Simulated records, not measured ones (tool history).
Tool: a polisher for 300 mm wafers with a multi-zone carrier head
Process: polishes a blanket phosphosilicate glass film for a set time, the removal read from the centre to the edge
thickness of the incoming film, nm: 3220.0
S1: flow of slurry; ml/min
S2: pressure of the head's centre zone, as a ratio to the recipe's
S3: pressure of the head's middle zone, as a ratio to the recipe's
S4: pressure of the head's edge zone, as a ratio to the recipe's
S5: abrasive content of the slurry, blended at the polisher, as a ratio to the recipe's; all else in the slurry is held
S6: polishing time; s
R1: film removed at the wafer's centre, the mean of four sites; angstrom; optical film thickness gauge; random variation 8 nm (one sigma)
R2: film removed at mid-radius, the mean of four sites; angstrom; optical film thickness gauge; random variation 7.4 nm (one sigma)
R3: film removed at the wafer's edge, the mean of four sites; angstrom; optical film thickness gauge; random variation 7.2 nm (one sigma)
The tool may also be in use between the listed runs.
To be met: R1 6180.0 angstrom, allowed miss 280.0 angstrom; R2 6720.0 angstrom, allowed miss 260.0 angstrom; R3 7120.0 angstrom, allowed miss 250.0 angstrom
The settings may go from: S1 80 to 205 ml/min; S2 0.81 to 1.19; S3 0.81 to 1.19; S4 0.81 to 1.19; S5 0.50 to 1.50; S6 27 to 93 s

run	day	S1	S2	S3	S4	S5	S6	R1	R2	R3
1	0.000	135	1.00	1.00	1.00	1.00	59	4881.9	4930.3	4857.2
2	0.100	140	0.98	1.00	1.04	1.10	60	5078.8	5264.2	5232.3
3	0.208	120	0.98	1.00	1.04	1.10	60	4739.8	4948.3	5124.8
4	0.500	120	0.94	1.00	1.04	1.10	60	4660.5	4916.7	5099.8
5	0.675	120	0.94	1.00	1.07	1.10	60	4748.9	4904.6	5177.5
6	0.854	125	0.93	1.01	1.09	1.20	61	4906.4	5423.1	5519.1
7	0.958	130	0.93	0.99	1.11	1.25	62	5211.9	5509.2	5839.4
8	1.004	135	0.92	0.99	1.13	1.30	62	5189.7	5683.5	6068.8
9	1.333	145	0.93	0.99	1.14	1.35	62	5394.6	5860.3	6131.7
10	1.579	145	0.93	0.99	1.15	1.40	63	5689.1	6038.6	6389.5
11	1.812	150	0.92	0.99	1.16	1.40	64	5683.0	6184.9	6464.5
12	2.083	150	0.92	0.99	1.16	1.40	65	5794.8	6208.3	6586.9
13	2.279	150	0.92	0.99	1.16	1.40	65	5831.3	6162.1	6690.5
14	2.454	155	0.92	1.00	1.17	1.40	65	5869.1	6474.0	6726.3
15	2.625	160	0.92	0.99	1.18	1.45	65	5824.0	6397.2	6809.0

5 next moves are on the table. One of them brings every result within its allowed miss. Which?
A	2.796	125	1.11	0.98	1.07	1.50	64	?	?	?
B	2.796	115	0.88	0.94	1.19	1.15	77	?	?	?
C	2.796	205	0.83	0.97	1.09	1.35	64	?	?	?
D	2.796	160	0.81	1.01	1.19	1.45	70	?	?	?
E	2.796	115	0.94	1.05	1.16	1.35	74	?	?	?

move	R1	R2	R3
A	6789.0	6066.8	6300.7
B	5706.9	6313.2	7142.1
C	5433.9	6398.1	6563.6
D	5681.5	7061.3	7473.0
E	6236.5	6899.3	7194.3
A: takes the result that was furthest off past its target
B: further off than the last run
C: further off than the last run
D: further off than the last run
E: meets every target
Answer: E
